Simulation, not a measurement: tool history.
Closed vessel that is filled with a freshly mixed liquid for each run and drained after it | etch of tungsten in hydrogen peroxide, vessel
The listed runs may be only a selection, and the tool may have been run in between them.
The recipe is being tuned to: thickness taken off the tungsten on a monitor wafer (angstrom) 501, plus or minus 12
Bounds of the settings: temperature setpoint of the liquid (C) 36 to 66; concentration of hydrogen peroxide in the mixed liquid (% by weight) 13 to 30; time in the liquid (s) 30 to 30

run	day	temperature setpoint of the liquid (C)	concentration of hydrogen peroxide in the mixed liquid (% by weight)	time in the liquid (s)	thickness taken off the tungsten on a monitor wafer (angstrom)
1	0	52	25	30	383.62
2	0.133	53.5	25	30	423.77
3	0.179	53.5	29	30	448.4
4	0.417	46.5	29	30	295
# day 0.5: peroxide flow meter replaced
5	0.5	41.5	29	30	221.4
6	0.567	45.5	29	30	286.14
7	0.75	48.5	29	30	346.18
8	1	50.5	29	30	390.51
9	1.108	51.5	29	30	412.25
10	1.479	52.5	29	30	439.35

Below are 4 possible settings for the next run. Only one of them brings all results inside the allowed miss of their targets. Which is it?
A	1.85	59.5	18.5	30	?
B	1.85	54.5	27	30	?
C	1.85	53.5	30	30	?
D	1.85	55.5	26.5	30	?

move	thickness taken off the tungsten on a monitor wafer (angstrom)
A	533.55
B	480.96
C	477.63
D	505.58
A: takes the biggest miss from the last run beyond its target
B: closer than the last run, but not yet in spec
C: closer than the last run, but not yet in spec
D: in spec on every target
The move that meets every target is D.
